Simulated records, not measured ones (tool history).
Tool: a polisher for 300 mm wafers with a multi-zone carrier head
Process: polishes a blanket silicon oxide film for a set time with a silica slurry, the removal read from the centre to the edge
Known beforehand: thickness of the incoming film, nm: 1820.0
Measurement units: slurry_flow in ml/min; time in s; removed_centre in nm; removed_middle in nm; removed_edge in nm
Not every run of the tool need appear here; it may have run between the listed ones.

run,hour,slurry_flow,centre_zone,middle_zone,edge_zone,slurry_solids,time,removed_centre,removed_middle,removed_edge
1,0.0,195,1.00,1.00,1.00,1.0,45,217.31,221.21,209.09
2,0.8,195,1.00,1.00,1.00,0.8,45,200.67,202.71,194.61
3,2.6,200,1.01,1.01,1.02,0.9,45,213.13,217.22,207.44
4,8.6,200,1.01,1.01,1.02,0.9,40,184.31,192.43,187.01
5,16.6,235,1.01,1.01,1.02,0.9,40,191.83,194.72,189.33
6,24.3,235,1.01,1.01,0.96,0.9,40,194.42,195.89,181.51

Forecast run 7:
7,26.1,240,1.03,1.02,0.99,1.0,40,?,?,?

{"run 7": {"removed_centre": 207.42, "removed_middle": 204.81, "removed_edge": 194.48}}
